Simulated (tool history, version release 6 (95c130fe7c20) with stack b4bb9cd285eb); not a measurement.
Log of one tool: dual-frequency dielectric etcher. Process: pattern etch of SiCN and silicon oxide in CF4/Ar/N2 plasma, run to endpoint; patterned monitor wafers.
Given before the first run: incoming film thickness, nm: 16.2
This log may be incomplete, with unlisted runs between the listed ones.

run  hour  source power (W)  bias power (W)  Ar flow (sccm)  CF4 flow (sccm)  endpoint time (s)
  1     0               530              89              97               45             14.379
  2     7               530              89             110               45              14.81
  3  11.8               510              88             111               45             15.328
  4  20.8               490              86             112               45             15.851
  5  27.8               470              84             113               45             16.477
  6  36.6               450              82             114               45             17.091
  7  37.7               440              80             115               45             17.545
  8  46.2               430              79             116               45             18.152
  9  48.5               420              78             116               45             18.444
 10  56.6               410              77             116               45             18.958
 11  59.6               400              77             116               45             18.818
 12  65.1               390              76             117               45             19.727
 13  71.9               380              76             117               45             19.713

Forecast run 14:
 14  73.2               370              75             117               45                  ?

endpoint time (s): 20.635
